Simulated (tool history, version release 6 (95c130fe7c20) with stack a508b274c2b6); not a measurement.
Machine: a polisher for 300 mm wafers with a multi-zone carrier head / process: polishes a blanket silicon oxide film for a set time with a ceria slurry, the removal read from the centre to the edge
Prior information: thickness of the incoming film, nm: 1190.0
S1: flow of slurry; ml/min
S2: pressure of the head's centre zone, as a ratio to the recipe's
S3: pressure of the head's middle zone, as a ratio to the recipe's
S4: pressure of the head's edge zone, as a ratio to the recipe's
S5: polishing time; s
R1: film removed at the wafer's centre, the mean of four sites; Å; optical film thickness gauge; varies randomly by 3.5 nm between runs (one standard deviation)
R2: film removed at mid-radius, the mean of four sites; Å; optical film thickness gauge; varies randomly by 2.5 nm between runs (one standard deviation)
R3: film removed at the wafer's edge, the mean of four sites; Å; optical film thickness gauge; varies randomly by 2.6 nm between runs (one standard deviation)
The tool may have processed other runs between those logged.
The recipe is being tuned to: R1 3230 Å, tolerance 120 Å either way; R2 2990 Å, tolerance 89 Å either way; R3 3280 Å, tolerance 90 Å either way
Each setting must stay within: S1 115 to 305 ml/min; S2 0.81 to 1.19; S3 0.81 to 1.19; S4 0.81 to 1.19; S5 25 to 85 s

run	hour	S1	S2	S3	S4	S5	R1	R2	R3
1	0	195	1	1	1	55	2393.9	2389.8	2413.5
2	3	205	1.01	1	1.04	57	2528.3	2515.9	2571.4
3	11.3	205	1.01	0.97	1.04	57	2553	2454.6	2523.7
4	20.2	190	1.02	0.97	1.07	60	2646.8	2574.1	2689.9
5	25.4	190	1.02	0.97	1.07	68	3062.6	2900	2990.3
6	27.9	200	1.02	0.96	1.1	68	3084.1	2945.9	3104.9
7	30.6	205	1.02	0.95	1.11	68	3088.1	2862.7	3122.3
8	33.6	215	1.02	0.96	1.12	68	3075.5	2931.5	3144

Pick the move, out of 4, that brings all results within their allowed miss; only one does.
A	36.6	230	1.07	0.92	1.11	65	?	?	?
B	36.6	200	1.07	1.03	1.07	66	?	?	?
C	36.6	175	1.16	0.96	0.99	72	?	?	?
D	36.6	140	1.05	0.95	1.09	76	?	?	?

move	R1	R2	R3
A	3123.6	2746.7	3014.3
B	3102.5	3004.8	2960.8
C	3576.5	3018.1	3073.5
D	3236.6	3013.3	3269.9
A: lands further from the targets than the last run did
B: lands further from the targets than the last run did
C: lands further from the targets than the last run did
D: each result inside its tolerance
The move that meets every target is D.
